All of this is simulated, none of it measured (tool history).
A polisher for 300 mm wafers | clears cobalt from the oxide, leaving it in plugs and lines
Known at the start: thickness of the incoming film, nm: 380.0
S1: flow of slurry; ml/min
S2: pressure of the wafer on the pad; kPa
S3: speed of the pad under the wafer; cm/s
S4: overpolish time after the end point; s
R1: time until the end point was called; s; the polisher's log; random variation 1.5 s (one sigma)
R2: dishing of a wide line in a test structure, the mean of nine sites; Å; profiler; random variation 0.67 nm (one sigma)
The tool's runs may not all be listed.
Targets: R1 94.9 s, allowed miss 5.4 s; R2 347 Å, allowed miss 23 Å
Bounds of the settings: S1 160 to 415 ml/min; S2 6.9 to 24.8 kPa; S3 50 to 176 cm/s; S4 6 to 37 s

{"run": 1, "hour": 0.0, "S1": 265, "S2": 15.9, "S3": 112, "S4": 19, "R1": 69.381, "R2": 534.75}
{"run": 2, "hour": 3.4, "S1": 265, "S2": 15.2, "S3": 112, "S4": 16, "R1": 72.431, "R2": 487.31}
{"run": 3, "hour": 7.7, "S1": 235, "S2": 15.2, "S3": 112, "S4": 16, "R1": 75.041, "R2": 492.56}
{"run": 4, "hour": 9.3, "S1": 235, "S2": 15.2, "S3": 112, "S4": 12, "R1": 74.792, "R2": 416.07}
{"run": 5, "hour": 17.7, "S1": 235, "S2": 17.2, "S3": 112, "S4": 12, "R1": 66.809, "R2": 450.58}
{"run": 6, "hour": 23.6, "S1": 235, "S2": 17.2, "S3": 112, "S4": 8, "R1": 67.471, "R2": 340.94}
{"run": 7, "hour": 30.1, "S1": 230, "S2": 15.9, "S3": 112, "S4": 8, "R1": 74.065, "R2": 332.4}
{"run": 8, "hour": 39.1, "S1": 230, "S2": 11.7, "S3": 110, "S4": 15, "R1": 90.596, "R2": 423.05}
{"run": 9, "hour": 40.1, "S1": 230, "S2": 11.7, "S3": 110, "S4": 14, "R1": 89.775, "R2": 421.54}
{"run": 10, "hour": 48.7, "S1": 230, "S2": 11.7, "S3": 110, "S4": 13, "R1": 92.379, "R2": 391.15}
{"run": 11, "hour": 55.4, "S1": 230, "S2": 11.7, "S3": 110, "S4": 12, "R1": 89.26, "R2": 382.46}

5 next moves are on the table. One of them brings every result within its allowed miss. Which?
{"run": "A", "hour": 62.1, "S1": 180, "S2": 11.7, "S3": 108, "S4": 11, "R1": "?", "R2": "?"}
{"run": "B", "hour": 62.1, "S1": 235, "S2": 13.1, "S3": 110, "S4": 14, "R1": "?", "R2": "?"}
{"run": "C", "hour": 62.1, "S1": 220, "S2": 11, "S3": 92, "S4": 17, "R1": "?", "R2": "?"}
{"run": "D", "hour": 62.1, "S1": 240, "S2": 12.4, "S3": 98, "S4": 15, "R1": "?", "R2": "?"}
{"run": "E", "hour": 62.1, "S1": 225, "S2": 12.4, "S3": 118, "S4": 12, "R1": "?", "R2": "?"}

move=A R1=94.243 R2=343.38
move=B R1=83.132 R2=425.99
move=C R1=107.88 R2=411.78
move=D R1=94.042 R2=414.13
move=E R1=82.17 R2=393.75
A: meets every target
B: further off than the last run
C: further off than the last run
D: further off than the last run
E: further off than the last run
The right move is A.
